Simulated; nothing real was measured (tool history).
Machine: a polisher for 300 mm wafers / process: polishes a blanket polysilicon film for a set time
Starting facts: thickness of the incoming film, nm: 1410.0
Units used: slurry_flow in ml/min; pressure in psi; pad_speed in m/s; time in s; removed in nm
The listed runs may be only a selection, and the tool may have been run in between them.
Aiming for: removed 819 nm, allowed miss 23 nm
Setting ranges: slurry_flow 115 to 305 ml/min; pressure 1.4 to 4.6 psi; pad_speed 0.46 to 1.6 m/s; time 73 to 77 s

| run | hour | slurry_flow | pressure | pad_speed | time | removed |
|---|---|---|---|---|---|---|
| 1 | 0 | 195 | 3 | 1.02 | 73 | 565.29 |
| 2 | 3.2 | 200 | 3.2 | 1.02 | 73 | 606.5 |
| 3 | 8 | 205 | 3.4 | 1.02 | 73 | 656.62 |
| 4 | 14 | 205 | 3.4 | 1.02 | 73 | 651.04 |
| 5 | 20.2 | 210 | 3.5 | 1.02 | 73 | 660.6 |
| 6 | 25.8 | 210 | 3.8 | 1.02 | 73 | 712.51 |
| 7 | 26.7 | 215 | 3.9 | 1.02 | 73 | 745.54 |
| 8 | 28.6 | 220 | 4 | 1.02 | 73 | 748.77 |
| 9 | 29.5 | 220 | 4.1 | 1.02 | 73 | 782.14 |

4 next moves are on the table. One of them brings every result within its allowed miss. Which?
| A | 30.4 | 235 | 4 | 1.02 | 77 | ? |
| B | 30.4 | 225 | 4.1 | 0.94 | 76 | ? |
| C | 30.4 | 220 | 3.9 | 1 | 76 | ? |
| D | 30.4 | 120 | 4.2 | 1.04 | 77 | ? |

| move | removed |
|---|---|
| A | 810.41 |
| B | 754.3 |
| C | 759.48 |
| D | 765.97 |
A: meets every target
B: further off than the last run
C: further off than the last run
D: further off than the last run
So the answer is move A, the one that meets all the targets.
